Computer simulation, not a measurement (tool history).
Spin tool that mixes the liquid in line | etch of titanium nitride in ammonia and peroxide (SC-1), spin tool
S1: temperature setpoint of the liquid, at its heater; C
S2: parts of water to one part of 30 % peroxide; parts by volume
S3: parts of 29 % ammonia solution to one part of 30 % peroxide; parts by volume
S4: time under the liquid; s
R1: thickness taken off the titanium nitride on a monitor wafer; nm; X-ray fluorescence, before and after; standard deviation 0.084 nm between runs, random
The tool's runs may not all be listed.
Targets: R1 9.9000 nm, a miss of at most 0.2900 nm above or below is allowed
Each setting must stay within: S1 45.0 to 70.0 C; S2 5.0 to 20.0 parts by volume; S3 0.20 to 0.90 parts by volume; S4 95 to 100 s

run,day,S1,S2,S3,S4,R1
1,0.000,61.0,11.0,0.50,95,6.0055
2,0.354,62.5,11.0,0.50,95,6.7593
3,0.625,63.5,11.0,0.50,95,7.0389
4,0.925,63.5,11.0,0.40,95,6.8993
5,1.021,64.5,11.0,0.40,95,7.2287
6,1.179,65.5,11.0,0.40,95,7.7762
7,1.383,66.5,11.0,0.40,95,8.1028
8,1.642,67.0,11.0,0.40,95,8.6383

Next run, 5 choices. One meets every target within its allowed miss, the rest don't. Which?
A,1.900,68.0,15.0,0.30,100,?
B,1.900,62.5,10.0,0.75,95,?
C,1.900,67.5,9.5,0.35,100,?
D,1.900,66.0,13.5,0.40,100,?
E,1.900,63.5,10.5,0.35,95,?

move,R1
A,7.6710
B,7.4578
C,9.7820
D,7.5426
E,6.8036
A: lands further from the targets than the last run did
B: lands further from the targets than the last run did
C: hits every target within its allowed miss
D: lands further from the targets than the last run did
E: lands further from the targets than the last run did
Go with C: it meets all targets.

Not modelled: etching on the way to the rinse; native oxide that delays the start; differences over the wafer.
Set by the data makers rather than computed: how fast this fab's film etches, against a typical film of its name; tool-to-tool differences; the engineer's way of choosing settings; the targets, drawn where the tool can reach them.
